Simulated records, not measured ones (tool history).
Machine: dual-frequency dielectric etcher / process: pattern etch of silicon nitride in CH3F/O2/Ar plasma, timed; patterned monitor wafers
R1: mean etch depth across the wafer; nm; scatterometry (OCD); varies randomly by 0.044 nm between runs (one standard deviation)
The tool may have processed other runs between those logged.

run 1 hour=0.0 | source_power_(W)=480 bias_power_(W)=64 etch_time_(s)=31.0 | R1=21.227
run 2 hour=0.9 | source_power_(W)=480 bias_power_(W)=57 etch_time_(s)=31.0 | R1=20.514
run 3 hour=3.5 | source_power_(W)=450 bias_power_(W)=55 etch_time_(s)=31.0 | R1=19.766
run 4 hour=12.0 | source_power_(W)=450 bias_power_(W)=47 etch_time_(s)=31.0 | R1=18.717
run 5 hour=15.7 | source_power_(W)=430 bias_power_(W)=47 etch_time_(s)=31.0 | R1=18.418
run 6 hour=18.6 | source_power_(W)=410 bias_power_(W)=47 etch_time_(s)=31.0 | R1=18.105
run 7 hour=24.0 | source_power_(W)=310 bias_power_(W)=46 etch_time_(s)=31.0 | R1=16.044

What will run 8 give?
run 8 hour=31.4 | source_power_(W)=320 bias_power_(W)=46 etch_time_(s)=31.0 | R1=?

{"run 8": {"R1": 16.353}}

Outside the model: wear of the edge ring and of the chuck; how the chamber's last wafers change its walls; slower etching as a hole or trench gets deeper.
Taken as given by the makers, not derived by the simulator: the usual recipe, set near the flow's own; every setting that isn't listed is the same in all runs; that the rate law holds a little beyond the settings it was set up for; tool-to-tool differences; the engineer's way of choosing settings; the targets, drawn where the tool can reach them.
